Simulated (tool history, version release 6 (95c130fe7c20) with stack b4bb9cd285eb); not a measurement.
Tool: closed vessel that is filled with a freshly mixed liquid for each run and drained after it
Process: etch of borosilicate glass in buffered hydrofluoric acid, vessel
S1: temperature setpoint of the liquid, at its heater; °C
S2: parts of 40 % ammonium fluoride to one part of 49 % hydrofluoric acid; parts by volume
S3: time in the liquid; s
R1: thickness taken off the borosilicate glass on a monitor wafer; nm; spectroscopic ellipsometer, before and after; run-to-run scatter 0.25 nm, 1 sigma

run,hour,S1,S2,S3,R1
1,0,23,18,85,55.961
2,1.4,23,18,95,63.361
3,6.2,23,18,95,63.235
4,9.1,22,18.5,95,58.41
5,10.1,24.5,18.5,95,66.769
6,15.2,24.5,15,95,82.811
7,22.4,20.5,20.5,95,48.8
8,23.4,20,20.5,95,47.953

The next listed run, before its measurement:
9,31.2,19.5,20.5,95,?

{"run 9": {"R1": 46.595}}

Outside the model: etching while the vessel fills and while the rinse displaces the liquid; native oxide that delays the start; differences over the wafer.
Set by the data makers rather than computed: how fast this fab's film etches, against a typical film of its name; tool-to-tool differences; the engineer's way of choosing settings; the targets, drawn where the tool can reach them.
